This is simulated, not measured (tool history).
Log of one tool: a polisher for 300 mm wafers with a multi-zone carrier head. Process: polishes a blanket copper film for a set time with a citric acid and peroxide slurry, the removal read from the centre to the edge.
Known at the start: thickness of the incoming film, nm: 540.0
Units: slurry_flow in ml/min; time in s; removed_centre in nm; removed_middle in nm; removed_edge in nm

run  hour  slurry_flow  centre_zone  middle_zone  edge_zone  slurry_solids  time  removed_centre  removed_middle  removed_edge
  1   0.0          265         1.00         1.00       1.00           1.00    53         102.930         105.170       104.100
  2   7.8          275         1.02         1.02       1.02           1.05    54         107.810         110.680       107.610
  3  10.5          275         1.02         1.02       1.02           0.90    54         105.680         106.080       105.170
  4  11.7          280         1.04         1.03       1.04           1.00    55         112.570         113.510       109.570
  5  13.2          230         1.04         1.03       1.04           1.00    55         109.650         109.280       109.430
  6  13.8          230         1.04         1.03       1.04           1.00    47          92.925          93.975        92.896

Run 7 comes next. What will it give?
  7  21.8          235         1.06         1.04       1.05           1.05    49               ?               ?             ?

Run 7 gave removed_centre 101.460 nm, removed_middle 98.620 nm, removed_edge 99.573 nm.
